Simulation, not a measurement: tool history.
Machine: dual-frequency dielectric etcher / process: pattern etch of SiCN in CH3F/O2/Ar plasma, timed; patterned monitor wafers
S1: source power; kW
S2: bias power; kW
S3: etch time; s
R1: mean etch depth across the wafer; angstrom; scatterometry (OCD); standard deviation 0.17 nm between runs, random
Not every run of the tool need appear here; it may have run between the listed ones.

run,hour,S1,S2,S3,R1
1,0,0.47,0.096,104,477.93
2,8.2,0.54,0.096,104,503.97
3,15,0.54,0.089,104,489.97
4,16.4,0.46,0.089,104,466.14
5,17.2,0.51,0.091,104,485.8
6,22.9,0.55,0.092,104,501.36

What will run 7 give?
7,29.3,0.57,0.093,104,?

{"run 7": {"R1": 508.93}}
